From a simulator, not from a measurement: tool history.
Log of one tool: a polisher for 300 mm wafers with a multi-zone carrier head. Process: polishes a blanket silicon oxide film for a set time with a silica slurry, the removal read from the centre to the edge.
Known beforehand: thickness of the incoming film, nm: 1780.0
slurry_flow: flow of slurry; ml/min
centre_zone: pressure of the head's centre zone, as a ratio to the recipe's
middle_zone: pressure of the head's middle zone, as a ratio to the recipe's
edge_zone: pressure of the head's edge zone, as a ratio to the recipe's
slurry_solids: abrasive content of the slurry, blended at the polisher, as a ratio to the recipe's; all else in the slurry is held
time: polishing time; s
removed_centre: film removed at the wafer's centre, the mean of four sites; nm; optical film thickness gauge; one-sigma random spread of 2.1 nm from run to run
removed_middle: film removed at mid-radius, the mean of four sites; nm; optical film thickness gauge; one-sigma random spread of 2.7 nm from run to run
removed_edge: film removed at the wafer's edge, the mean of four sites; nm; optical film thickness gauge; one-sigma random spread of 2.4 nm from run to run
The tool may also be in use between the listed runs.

run 1 hour=0.0 | slurry_flow=285 centre_zone=1.00 middle_zone=1.00 edge_zone=1.00 slurry_solids=1.00 time=58 | removed_centre=274.73 removed_middle=271.64 removed_edge=274.48
run 2 hour=5.9 | slurry_flow=310 centre_zone=1.00 middle_zone=1.00 edge_zone=1.00 slurry_solids=1.00 time=58 | removed_centre=285.84 removed_middle=282.11 removed_edge=271.17
run 3 hour=8.6 | slurry_flow=325 centre_zone=0.97 middle_zone=0.98 edge_zone=0.98 slurry_solids=0.85 time=57 | removed_centre=247.79 removed_middle=253.23 removed_edge=248.21
run 4 hour=9.4 | slurry_flow=360 centre_zone=0.97 middle_zone=0.98 edge_zone=0.98 slurry_solids=0.85 time=57 | removed_centre=249.92 removed_middle=246.07 removed_edge=249.73
run 5 hour=14.5 | slurry_flow=360 centre_zone=0.97 middle_zone=0.91 edge_zone=0.98 slurry_solids=0.85 time=57 | removed_centre=249.15 removed_middle=239.39 removed_edge=250.67
run 6 hour=15.8 | slurry_flow=355 centre_zone=0.96 middle_zone=0.93 edge_zone=0.95 slurry_solids=0.75 time=57 | removed_centre=235.51 removed_middle=224.98 removed_edge=231.65

Predict the results of run 7:
run 7 hour=20.2 | slurry_flow=350 centre_zone=0.94 middle_zone=0.95 edge_zone=0.92 slurry_solids=0.70 time=57 | removed_centre=? removed_middle=? removed_edge=?

Logged for run 7: removed_centre 224.17 nm, removed_middle 216.25 nm, removed_edge 217.71 nm.
